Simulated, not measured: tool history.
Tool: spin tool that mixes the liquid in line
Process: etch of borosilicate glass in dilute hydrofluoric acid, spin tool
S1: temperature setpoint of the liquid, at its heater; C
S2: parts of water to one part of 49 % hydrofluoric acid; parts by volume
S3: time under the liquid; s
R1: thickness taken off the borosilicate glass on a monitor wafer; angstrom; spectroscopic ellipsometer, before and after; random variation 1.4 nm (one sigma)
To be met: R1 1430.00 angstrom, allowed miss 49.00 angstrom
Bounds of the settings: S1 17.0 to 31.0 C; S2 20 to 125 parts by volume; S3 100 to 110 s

run	hour	S1	S2	S3	R1
1	0.0	23.0	70	100	684.88
2	2.2	26.0	70	100	792.43
3	8.0	26.0	90	100	592.05
4	9.6	26.0	90	110	652.86
5	11.6	26.0	90	100	586.59
6	17.7	29.0	90	100	671.65
7	19.9	29.5	80	100	764.05
8	28.3	30.0	70	100	919.57
9	33.6	30.0	65	100	991.27
10	39.1	31.0	40	100	1725.20
11	42.1	30.0	40	100	1696.70
12	46.5	29.0	40	100	1612.60
13	51.1	28.5	40	100	1588.40
14	52.3	28.0	40	100	1528.90

5 next moves are on the table. One of them brings every result within its allowed miss. Which?
A	53.5	29.5	50	110	?
B	53.5	25.0	45	110	?
C	53.5	27.5	40	100	?
D	53.5	28.5	40	100	?
E	53.5	26.5	40	105	?

move	R1
A	1405.30
B	1312.50
C	1496.60
D	1558.10
E	1509.00
A: meets every target
B: takes the result that was furthest off past its target
C: nearer than the last run, and not there yet
D: further off than the last run
E: nearer than the last run, and not there yet
Answer: A
